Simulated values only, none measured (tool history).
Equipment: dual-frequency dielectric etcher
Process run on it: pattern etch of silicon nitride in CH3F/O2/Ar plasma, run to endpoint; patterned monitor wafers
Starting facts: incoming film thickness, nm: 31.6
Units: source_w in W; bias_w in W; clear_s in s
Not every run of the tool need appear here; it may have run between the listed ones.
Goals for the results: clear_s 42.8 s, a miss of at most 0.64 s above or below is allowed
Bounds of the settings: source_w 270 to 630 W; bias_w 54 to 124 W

run	hour	source_w	bias_w	clear_s
1	0	450	89	37.374
2	6.2	400	89	39.139
3	11.5	460	89	37.089
4	18.4	440	88	37.981
5	19	490	88	36.495
6	27.1	490	104	33.787
7	34	460	102	34.72
8	37.2	430	100	36.129
9	45.3	410	99	37.226
10	48.3	320	96	41.666
11	52.3	310	96	41.903

Of the 4 settings listed for the next run, only one would bring every result within its allowed miss of target. Which one?
A	56.3	330	96	?
B	56.3	280	106	?
C	56.3	300	102	?
D	56.3	290	96	?

move	clear_s
A	40.754
B	41.485
C	41.118
D	42.866
A: moves away from the targets compared with the last run
B: moves away from the targets compared with the last run
C: moves away from the targets compared with the last run
D: all results land within tolerance of their targets
Correct choice: D, which meets every target

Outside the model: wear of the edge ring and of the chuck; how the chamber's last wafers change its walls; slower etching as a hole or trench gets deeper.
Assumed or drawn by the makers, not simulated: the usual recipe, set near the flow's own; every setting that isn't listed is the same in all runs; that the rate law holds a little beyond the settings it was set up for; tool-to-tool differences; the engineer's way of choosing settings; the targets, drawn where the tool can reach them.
